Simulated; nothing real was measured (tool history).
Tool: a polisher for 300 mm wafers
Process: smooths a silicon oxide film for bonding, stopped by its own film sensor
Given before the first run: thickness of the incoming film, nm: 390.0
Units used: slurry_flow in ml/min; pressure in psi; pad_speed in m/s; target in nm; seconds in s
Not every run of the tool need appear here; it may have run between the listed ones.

run 1 hour=0 | slurry_flow=260 pressure=2.7 pad_speed=0.74 slurry_solids=1 target=290 | seconds=133.9
run 2 hour=7.9 | slurry_flow=260 pressure=2.4 pad_speed=0.74 slurry_solids=1 target=290 | seconds=144.73
run 3 hour=13.5 | slurry_flow=320 pressure=2.4 pad_speed=0.74 slurry_solids=1 target=290 | seconds=142.3
run 4 hour=20 | slurry_flow=320 pressure=2.5 pad_speed=0.74 slurry_solids=1 target=290 | seconds=136.75
run 5 hour=28.9 | slurry_flow=290 pressure=2.5 pad_speed=0.74 slurry_solids=1 target=290 | seconds=137.44
run 6 hour=30.8 | slurry_flow=335 pressure=2.5 pad_speed=0.74 slurry_solids=1 target=290 | seconds=138.94
run 7 hour=33.8 | slurry_flow=335 pressure=3.2 pad_speed=0.8 slurry_solids=1 target=290 | seconds=106.8

What does the tool deliver on the next run?
run 8 hour=36 | slurry_flow=335 pressure=3.3 pad_speed=0.8 slurry_solids=1 target=290 | seconds=?

{"run 8": {"seconds": 100.91}}
